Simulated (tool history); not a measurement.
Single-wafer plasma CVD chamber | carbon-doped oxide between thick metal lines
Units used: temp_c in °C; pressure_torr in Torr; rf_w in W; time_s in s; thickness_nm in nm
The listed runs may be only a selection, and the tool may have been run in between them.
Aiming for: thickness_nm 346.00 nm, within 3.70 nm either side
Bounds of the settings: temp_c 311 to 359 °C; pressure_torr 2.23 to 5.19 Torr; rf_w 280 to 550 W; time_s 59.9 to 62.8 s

run	day	temp_c	pressure_torr	rf_w	time_s	thickness_nm
1	0.000	335	3.71	415	62.8	276.21
2	0.092	335	3.14	415	62.8	269.32
3	0.312	325	3.14	415	62.8	280.45
4	0.608	325	3.14	415	59.9	267.58
5	0.892	323	3.35	425	59.9	278.83
6	1.071	323	3.35	425	62.8	291.90
7	1.108	322	3.55	430	62.8	297.84
8	1.421	321	3.73	435	62.8	305.45
9	1.704	320	3.90	435	62.8	307.38
10	1.871	319	4.04	440	62.8	315.21
11	2.142	311	4.78	450	62.8	341.46
12	2.271	311	4.81	450	62.8	342.62

Which one of the following 4 next-run settings gets every result inside its allowed miss? There is exactly one.
A	2.400	311	4.41	445	62.8	?
B	2.400	311	4.91	460	62.3	?
C	2.400	312	4.63	460	60.3	?
D	2.400	320	4.85	455	62.8	?

move	thickness_nm
A	333.18
B	345.81
C	330.04
D	331.58
A: the biggest miss grows against the last run
B: meets every target
C: the biggest miss grows against the last run
D: the biggest miss grows against the last run
B is the move that brings every result within its allowed miss.
